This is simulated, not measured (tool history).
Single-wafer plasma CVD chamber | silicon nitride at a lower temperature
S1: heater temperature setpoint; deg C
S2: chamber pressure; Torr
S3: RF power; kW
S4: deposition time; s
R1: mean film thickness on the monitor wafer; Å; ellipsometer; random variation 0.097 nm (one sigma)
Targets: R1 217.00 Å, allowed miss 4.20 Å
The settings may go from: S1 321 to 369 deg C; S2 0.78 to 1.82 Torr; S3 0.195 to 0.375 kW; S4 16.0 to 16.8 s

run	day	S1	S2	S3	S4	R1
1	0.000	345	1.30	0.285	16.8	188.43
2	0.033	345	1.30	0.285	16.8	188.62
3	0.271	345	1.30	0.270	16.8	182.29
4	0.446	345	1.40	0.280	16.8	190.81
5	0.792	345	1.40	0.320	16.8	208.15
6	0.946	349	1.40	0.320	16.8	207.20
7	1.300	349	1.44	0.320	16.8	209.75
8	1.629	349	1.47	0.320	16.8	211.01

4 next moves are on the table. One of them brings every result within its allowed miss. Which?
A	1.958	356	1.56	0.340	16.4	?
B	1.958	349	1.49	0.320	16.1	?
C	1.958	334	1.50	0.330	16.0	?
D	1.958	348	1.65	0.345	16.8	?

move	R1
A	218.26
B	203.85
C	208.29
D	230.29
A: meets every target
B: further off than the last run
C: further off than the last run
D: takes the result that was furthest off past its target
The right move is A.
